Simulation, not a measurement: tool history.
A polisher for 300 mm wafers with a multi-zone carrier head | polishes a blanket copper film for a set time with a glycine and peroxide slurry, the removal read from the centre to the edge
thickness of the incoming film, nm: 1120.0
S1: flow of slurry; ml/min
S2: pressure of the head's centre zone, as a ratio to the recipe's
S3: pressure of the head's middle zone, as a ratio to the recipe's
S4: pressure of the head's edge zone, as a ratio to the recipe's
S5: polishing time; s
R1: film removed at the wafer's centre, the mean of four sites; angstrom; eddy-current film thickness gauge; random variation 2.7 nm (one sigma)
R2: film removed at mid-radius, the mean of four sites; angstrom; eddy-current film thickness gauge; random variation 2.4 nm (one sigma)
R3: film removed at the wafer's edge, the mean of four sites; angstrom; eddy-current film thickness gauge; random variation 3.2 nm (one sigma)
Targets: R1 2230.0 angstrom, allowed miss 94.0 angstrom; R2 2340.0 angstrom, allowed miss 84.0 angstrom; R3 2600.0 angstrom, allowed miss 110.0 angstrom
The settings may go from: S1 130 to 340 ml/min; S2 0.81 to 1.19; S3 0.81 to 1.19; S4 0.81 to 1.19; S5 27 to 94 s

run    day   S1    S2    S3    S4  S5      R1      R2      R3
  1  0.000  220  1.00  1.00  1.00  60  2762.7  2846.9  2872.6
  2  0.362  215  0.98  0.98  0.99  59  2666.3  2785.6  2791.5
  3  0.733  215  0.94  0.98  0.99  59  2605.7  2770.9  2867.9
  4  1.054  215  0.94  0.98  0.92  59  2586.6  2691.8  2646.9
  5  1.125  215  0.94  0.98  0.92  66  2831.9  3061.8  2940.2
     1.354  -- slurry nozzle cleaned
  6  1.354  195  0.94  0.98  0.92  66  2833.9  3071.2  3098.1
  7  1.446  190  0.93  0.97  0.91  65  2773.9  3016.5  2941.3
  8  1.621  190  0.92  0.95  0.92  63  2704.5  2903.1  2924.3
  9  1.962  185  0.91  0.94  0.92  61  2557.0  2762.2  2799.4

Which of these 5 next moves meets every target?
  A  2.304  160  0.81  1.18  0.90  62   ?   ?   ?
  B  2.304  165  0.85  0.88  1.07  53   ?   ?   ?
  C  2.304  180  0.89  0.89  0.99  55   ?   ?   ?
  D  2.304  180  0.84  1.12  0.85  69   ?   ?   ?
  E  2.304  180  0.99  0.98  0.81  67   ?   ?   ?

move      R1      R2      R3
   A  2202.8  3371.0  2684.4
   B  1984.2  2258.6  2509.3
   C  2190.8  2398.5  2533.1
   D  2596.9  3654.9  2955.0
   E  2973.1  3165.7  2815.2
A: further off than the last run
B: brings the result that was furthest off to its target, and leaves another outside
C: meets every target
D: further off than the last run
E: further off than the last run
The right move is C.
